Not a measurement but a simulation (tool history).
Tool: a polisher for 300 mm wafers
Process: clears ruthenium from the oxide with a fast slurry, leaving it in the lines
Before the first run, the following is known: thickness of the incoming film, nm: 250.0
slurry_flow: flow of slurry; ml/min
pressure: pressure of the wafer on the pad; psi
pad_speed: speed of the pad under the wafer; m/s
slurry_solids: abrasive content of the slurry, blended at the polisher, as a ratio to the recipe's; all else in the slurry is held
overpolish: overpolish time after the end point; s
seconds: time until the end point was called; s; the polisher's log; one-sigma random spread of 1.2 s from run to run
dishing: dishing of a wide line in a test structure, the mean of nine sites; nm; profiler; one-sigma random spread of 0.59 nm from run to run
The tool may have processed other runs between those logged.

run  hour  slurry_flow  pressure  pad_speed  slurry_solids  overpolish  seconds  dishing
  1   0.0          155       2.6       0.94            1.0          28   70.269   65.512
  2   6.3          155       3.0       0.94            1.0          28   61.629   72.511
  3  10.6          150       2.8       0.90            1.0          29   68.383   67.950
  4  15.1          170       2.8       0.90            1.0          29   66.918   69.849
  5  16.3          170       2.8       0.90            1.0          21   67.734   53.249
  6  21.5          165       2.6       0.88            1.0          23   73.752   53.465
  7  27.1          160       2.4       0.86            1.0          25   81.307   55.000
  8  33.6          130       1.7       0.70            1.0          31  138.190   41.637
  9  37.1          125       1.7       0.70            1.0          32  136.440   43.160

Expected results for the next run?
 10  39.6          125       1.7       0.70            1.0          33        ?        ?

{"run 10": {"seconds": 137.56, "dishing": 43.696}}
